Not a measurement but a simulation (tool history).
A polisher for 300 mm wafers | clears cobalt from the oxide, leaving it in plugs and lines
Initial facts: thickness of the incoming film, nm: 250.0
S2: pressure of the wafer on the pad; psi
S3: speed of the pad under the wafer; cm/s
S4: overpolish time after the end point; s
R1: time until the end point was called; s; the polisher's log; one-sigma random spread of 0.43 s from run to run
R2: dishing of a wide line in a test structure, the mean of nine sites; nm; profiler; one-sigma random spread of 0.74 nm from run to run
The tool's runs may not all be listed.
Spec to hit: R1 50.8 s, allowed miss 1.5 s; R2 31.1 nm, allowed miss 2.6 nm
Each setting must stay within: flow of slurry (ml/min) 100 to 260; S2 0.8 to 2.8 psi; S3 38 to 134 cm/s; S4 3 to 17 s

Run 1, hour 0: flow of slurry (ml/min) 165, S2 1.8 psi, S3 86 cm/s, S4 9 s. Result: R1 60.897 s, R2 23.108 nm.
Run 2, hour 4.7: flow of slurry (ml/min) 165, S2 2.1 psi, S3 86 cm/s, S4 9 s. Result: R1 52.299 s, R2 25.018 nm.
Run 3, hour 11.6: flow of slurry (ml/min) 165, S2 2.1 psi, S3 96 cm/s, S4 9 s. Result: R1 46.641 s, R2 25.746 nm.
Run 4, hour 17.5: flow of slurry (ml/min) 165, S2 2.1 psi, S3 112 cm/s, S4 9 s. Result: R1 40.45 s, R2 28.235 nm.
Run 5, hour 23: flow of slurry (ml/min) 165, S2 2.1 psi, S3 112 cm/s, S4 6 s. Result: R1 40.773 s, R2 22.642 nm.
Run 6, hour 28.9: flow of slurry (ml/min) 145, S2 2.1 psi, S3 112 cm/s, S4 6 s. Result: R1 40.986 s, R2 22.095 nm.
Run 7, hour 29.8: flow of slurry (ml/min) 145, S2 2 psi, S3 112 cm/s, S4 8 s. Result: R1 42.925 s, R2 27.345 nm.
Run 8, hour 35.5: flow of slurry (ml/min) 125, S2 1.7 psi, S3 112 cm/s, S4 10 s. Result: R1 51.544 s, R2 26.653 nm.
Run 9, hour 37.2: flow of slurry (ml/min) 125, S2 1.7 psi, S3 112 cm/s, S4 11 s. Result: R1 51.527 s, R2 29.143 nm.

Pick the move, out of 4, that brings all results within their allowed miss; only one does.
Run A, hour 38.9: flow of slurry (ml/min) 115, S2 1.5 psi, S3 130 cm/s, S4 9 s. Result: R1 ?, R2 ?.
Run B, hour 38.9: flow of slurry (ml/min) 135, S2 1.7 psi, S3 118 cm/s, S4 8 s. Result: R1 ?, R2 ?.
Run C, hour 38.9: flow of slurry (ml/min) 140, S2 1.9 psi, S3 102 cm/s, S4 13 s. Result: R1 ?, R2 ?.
Run D, hour 38.9: flow of slurry (ml/min) 120, S2 1.8 psi, S3 102 cm/s, S4 10 s. Result: R1 ?, R2 ?.

move      R1      R2
   A  51.067  26.093
   B  48.482  25.137
   C  49.901  31.472
   D  53.882  26.849
A: its largest miss is bigger than the last run's
B: its largest miss is bigger than the last run's
C: all results in spec
D: its largest miss is bigger than the last run's
The right move is C.
